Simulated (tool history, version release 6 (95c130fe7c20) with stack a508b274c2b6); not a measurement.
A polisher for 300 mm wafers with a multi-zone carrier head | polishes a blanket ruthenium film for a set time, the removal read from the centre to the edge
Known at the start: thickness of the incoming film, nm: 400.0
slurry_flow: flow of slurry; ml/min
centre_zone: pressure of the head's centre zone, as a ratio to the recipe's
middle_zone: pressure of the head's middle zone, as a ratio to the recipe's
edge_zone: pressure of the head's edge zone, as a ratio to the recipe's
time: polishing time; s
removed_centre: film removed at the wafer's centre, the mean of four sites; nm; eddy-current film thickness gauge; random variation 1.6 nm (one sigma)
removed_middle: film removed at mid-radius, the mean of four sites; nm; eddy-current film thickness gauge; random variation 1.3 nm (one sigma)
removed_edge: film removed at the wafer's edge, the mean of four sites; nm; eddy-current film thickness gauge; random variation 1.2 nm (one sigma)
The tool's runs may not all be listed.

run 1 hour=0 | slurry_flow=155 centre_zone=1 middle_zone=1 edge_zone=1 time=51 | removed_centre=92.861 removed_middle=83.239 removed_edge=82.274
run 2 hour=1.1 | slurry_flow=160 centre_zone=0.98 middle_zone=1 edge_zone=1.03 time=53 | removed_centre=93.319 removed_middle=86.779 removed_edge=86.527
run 3 hour=2.3 | slurry_flow=130 centre_zone=0.98 middle_zone=1 edge_zone=1.03 time=53 | removed_centre=90.098 removed_middle=83.213 removed_edge=83.038
run 4 hour=10.9 | slurry_flow=130 centre_zone=0.98 middle_zone=1 edge_zone=0.96 time=53 | removed_centre=95.465 removed_middle=83.436 removed_edge=80.99
run 5 hour=16.4 | slurry_flow=95 centre_zone=0.98 middle_zone=1 edge_zone=0.96 time=53 | removed_centre=86.274 removed_middle=79.746 removed_edge=78.069
run 6 hour=18.5 | slurry_flow=95 centre_zone=0.98 middle_zone=1 edge_zone=0.92 time=53 | removed_centre=85.853 removed_middle=77.777 removed_edge=76.354
run 7 hour=26.1 | slurry_flow=105 centre_zone=0.96 middle_zone=0.99 edge_zone=0.97 time=55 | removed_centre=87.06 removed_middle=83.775 removed_edge=83.094
run 8 hour=34.4 | slurry_flow=120 centre_zone=0.96 middle_zone=0.98 edge_zone=1 time=56 | removed_centre=93.256 removed_middle=85.248 removed_edge=87.273
run 9 hour=37.8 | slurry_flow=135 centre_zone=0.95 middle_zone=0.98 edge_zone=1.03 time=57 | removed_centre=99.568 removed_middle=88.94 removed_edge=89.115
run 10 hour=41.9 | slurry_flow=130 centre_zone=0.93 middle_zone=0.98 edge_zone=1.06 time=59 | removed_centre=98.981 removed_middle=93.46 removed_edge=95.111
run 11 hour=50.3 | slurry_flow=135 centre_zone=0.91 middle_zone=0.97 edge_zone=1.08 time=60 | removed_centre=100.51 removed_middle=94.145 removed_edge=96.296

The next listed run, before its measurement:
run 12 hour=55.2 | slurry_flow=130 centre_zone=0.89 middle_zone=0.97 edge_zone=1.1 time=62 | removed_centre=? removed_middle=? removed_edge=?

{"run 12": {"removed_centre": 99.175, "removed_middle": 96.898, "removed_edge": 102.05}}
